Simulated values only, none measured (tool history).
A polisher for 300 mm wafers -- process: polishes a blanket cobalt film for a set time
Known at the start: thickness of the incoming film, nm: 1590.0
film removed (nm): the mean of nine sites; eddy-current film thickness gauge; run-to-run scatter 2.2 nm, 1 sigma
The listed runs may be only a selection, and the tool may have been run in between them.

run,hour,flow of slurry (ml/min),pressure of the wafer on the pad (kPa),speed of the pad under the wafer (m/s),polishing time (s),film removed (nm)
1,0.0,295,12.4,1.30,50,277.20
2,1.1,295,12.4,1.30,44,235.50
3,7.7,295,11.7,1.30,44,229.33
4,10.8,365,11.7,1.30,44,231.52
5,15.3,425,11.7,1.30,44,238.54
6,16.3,425,11.7,1.30,44,233.86

Run 7 is up next; what results do you expect?
7,19.5,425,11.0,1.30,44,?

film removed (nm): 223.59

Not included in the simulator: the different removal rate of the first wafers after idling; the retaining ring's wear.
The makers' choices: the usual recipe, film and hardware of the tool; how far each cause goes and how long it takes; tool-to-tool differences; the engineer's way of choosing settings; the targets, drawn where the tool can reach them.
